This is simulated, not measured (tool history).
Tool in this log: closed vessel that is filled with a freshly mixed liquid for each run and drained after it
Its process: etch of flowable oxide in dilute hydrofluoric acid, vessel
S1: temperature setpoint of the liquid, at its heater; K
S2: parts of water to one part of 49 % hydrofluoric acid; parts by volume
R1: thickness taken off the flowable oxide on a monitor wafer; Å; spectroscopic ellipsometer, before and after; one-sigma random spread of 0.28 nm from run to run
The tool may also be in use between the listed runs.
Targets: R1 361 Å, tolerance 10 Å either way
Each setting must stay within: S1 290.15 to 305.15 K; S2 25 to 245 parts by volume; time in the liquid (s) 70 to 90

{"run": 1, "day": 0.0, "S1": 297.15, "S2": 135, "time in the liquid (s)": 90, "R1": 273.22}
{"run": 2, "day": 0.192, "S1": 297.15, "S2": 155, "time in the liquid (s)": 90, "R1": 233.92}
{"run": 3, "day": 0.325, "S1": 297.15, "S2": 155, "time in the liquid (s)": 70, "R1": 182.86}
{"run": 4, "day": 0.638, "S1": 297.15, "S2": 155, "time in the liquid (s)": 90, "R1": 234.4}
{"run": 5, "day": 0.712, "S1": 299.15, "S2": 150, "time in the liquid (s)": 90, "R1": 259.5}
{"run": 6, "day": 0.842, "S1": 299.15, "S2": 100, "time in the liquid (s)": 90, "R1": 420.02}
{"run": 7, "day": 1.092, "S1": 298.15, "S2": 100, "time in the liquid (s)": 90, "R1": 400.43}
{"run": 8, "day": 1.288, "S1": 297.65, "S2": 100, "time in the liquid (s)": 90, "R1": 397.69}

Which of these 5 next moves meets every target?
{"run": "A", "day": 1.483, "S1": 298.15, "S2": 115, "time in the liquid (s)": 90, "R1": "?"}
{"run": "B", "day": 1.483, "S1": 298.15, "S2": 105, "time in the liquid (s)": 80, "R1": "?"}
{"run": "C", "day": 1.483, "S1": 300.15, "S2": 95, "time in the liquid (s)": 90, "R1": "?"}
{"run": "D", "day": 1.483, "S1": 297.15, "S2": 100, "time in the liquid (s)": 80, "R1": "?"}
{"run": "E", "day": 1.483, "S1": 298.65, "S2": 105, "time in the liquid (s)": 85, "R1": "?"}

move=A R1=343.11
move=B R1=338.2
move=C R1=460.44
move=D R1=343.52
move=E R1=366.41
A: pushes the last run's worst result past its target
B: pushes the last run's worst result past its target
C: lands further from the targets than the last run did
D: pushes the last run's worst result past its target
E: hits every target within its allowed miss
E is the move that brings every result within its allowed miss.
